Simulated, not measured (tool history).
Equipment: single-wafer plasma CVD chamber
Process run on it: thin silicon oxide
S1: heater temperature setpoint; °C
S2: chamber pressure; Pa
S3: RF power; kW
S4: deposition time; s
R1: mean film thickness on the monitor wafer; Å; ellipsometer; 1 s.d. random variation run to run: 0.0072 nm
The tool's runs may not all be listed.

run 1 hour=0.0 | S1=385 S2=92.8 S3=0.280 S4=3.65 | R1=50.570
run 2 hour=9.0 | S1=385 S2=92.8 S3=0.265 S4=3.65 | R1=48.888
run 3 hour=9.8 | S1=385 S2=92.8 S3=0.235 S4=3.65 | R1=44.679
run 4 hour=11.6 | S1=385 S2=87.2 S3=0.235 S4=3.65 | R1=42.059
run 5 hour=15.8 | S1=385 S2=87.2 S3=0.235 S4=3.47 | R1=40.113
run 6 hour=23.8 | S1=385 S2=84.5 S3=0.235 S4=3.47 | R1=38.834
run 7 hour=26.6 | S1=385 S2=82.7 S3=0.235 S4=3.47 | R1=37.994
run 8 hour=27.6 | S1=385 S2=81.3 S3=0.235 S4=3.47 | R1=37.244

Run 9 comes next. What will it give?
run 9 hour=31.1 | S1=385 S2=80.5 S3=0.235 S4=3.47 | R1=?

{"run 9": {"R1": 36.915}}
